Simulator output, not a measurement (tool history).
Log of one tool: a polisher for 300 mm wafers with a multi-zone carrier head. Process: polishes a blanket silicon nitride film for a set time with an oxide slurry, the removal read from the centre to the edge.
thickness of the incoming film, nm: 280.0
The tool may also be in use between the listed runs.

run    day  flow of slurry (ml/min)  pressure of the head's centre zone  pressure of the head's middle zone  pressure of the head's edge zone  abrasive content of the slurry  polishing time (s)  film removed at the wafer's centre (Å)  film removed at mid-radius (Å)  film removed at the wafer's edge (Å)
  1  0.000                      195                                1.00                                1.00                              1.00                            1.00                  34                                  232.87                          237.82                                241.60
  2  0.142                      195                                1.03                                1.00                              1.00                            1.00                  34                                  243.56                          236.34                                236.71
  3  0.317                      195                                1.02                                1.01                              0.99                            0.95                  34                                  235.16                          229.70                                233.05
  4  0.400                      195                                1.01                                1.03                              0.97                            0.90                  34                                  221.99                          230.78                                224.78
  5  0.512                      195                                1.01                                1.11                              0.97                            0.90                  34                                  220.05                          243.18                                226.12
  6  0.717                      190                                1.00                                1.11                              0.96                            0.85                  34                                  212.09                          237.75                                217.23
  7  0.912                      185                                0.99                                1.10                              0.95                            0.85                  34                                  214.12                          232.58                                214.96
  8  0.962                      185                                0.98                                1.10                              0.95                            0.80                  34                                  200.82                          225.53                                208.55
  9  1.062                      180                                0.97                                1.10                              0.94                            0.80                  34                                  203.02                          224.63                                203.15
 10  1.388                      175                                0.95                                1.10                              0.94                            0.80                  34                                  190.71                          226.22                                206.62
 11  1.521                      170                                0.95                                1.09                              0.93                            0.80                  34                                  189.56                          221.63                                203.67
 12  1.817                      165                                0.95                                1.09                              0.92                            0.80                  34                                  194.64                          217.50                                201.66

The next listed run, before its measurement:
 13  2.112                      165                                0.94                                1.09                              0.91                            0.80                  34                                       ?                               ?                                     ?

Run 13 gave film removed at the wafer's centre (Å) 186.90, film removed at mid-radius (Å) 221.07, film removed at the wafer's edge (Å) 201.96.

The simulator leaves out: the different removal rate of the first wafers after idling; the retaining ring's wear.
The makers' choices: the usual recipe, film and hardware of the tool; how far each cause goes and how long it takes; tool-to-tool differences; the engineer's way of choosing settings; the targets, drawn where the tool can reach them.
